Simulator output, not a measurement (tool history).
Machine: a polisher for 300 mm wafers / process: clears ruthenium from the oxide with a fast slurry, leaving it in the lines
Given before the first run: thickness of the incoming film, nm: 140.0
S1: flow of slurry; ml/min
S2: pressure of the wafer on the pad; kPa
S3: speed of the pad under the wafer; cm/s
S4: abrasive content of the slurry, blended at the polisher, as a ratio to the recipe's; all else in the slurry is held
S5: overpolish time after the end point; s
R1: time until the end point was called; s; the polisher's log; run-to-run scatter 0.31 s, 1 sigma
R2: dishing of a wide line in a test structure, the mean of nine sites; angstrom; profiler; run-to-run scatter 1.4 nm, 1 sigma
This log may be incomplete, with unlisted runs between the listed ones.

run	hour	S1	S2	S3	S4	S5	R1	R2
1	0	250	16.5	108	1	11	30.902	361.42
2	5.3	250	18.6	112	1	12	26.881	448.76
3	6	250	18.6	112	1	16	27.855	576
4	7.6	250	18.6	112	0.9	16	28.319	553.04
5	9.6	250	20	116	0.9	16	25.644	591.62
6	18.1	250	21.4	118	0.9	16	23.729	632.86
7	23.4	250	22.1	122	0.9	16	21.742	684.92
8	29.8	250	22.8	124	0.9	16	21.123	679.26
9	37	250	23.4	126	0.9	16	20.505	738.84
10	44	250	24.1	128	0.9	16	19.674	742.87
11	52.4	250	24.1	130	0.9	16	19.053	753.25

What will run 12 give?
12	53.2	250	24.1	132	0.9	16	?	?

Logged for run 12: R1 19.553 s, R2 765.32 angstrom.
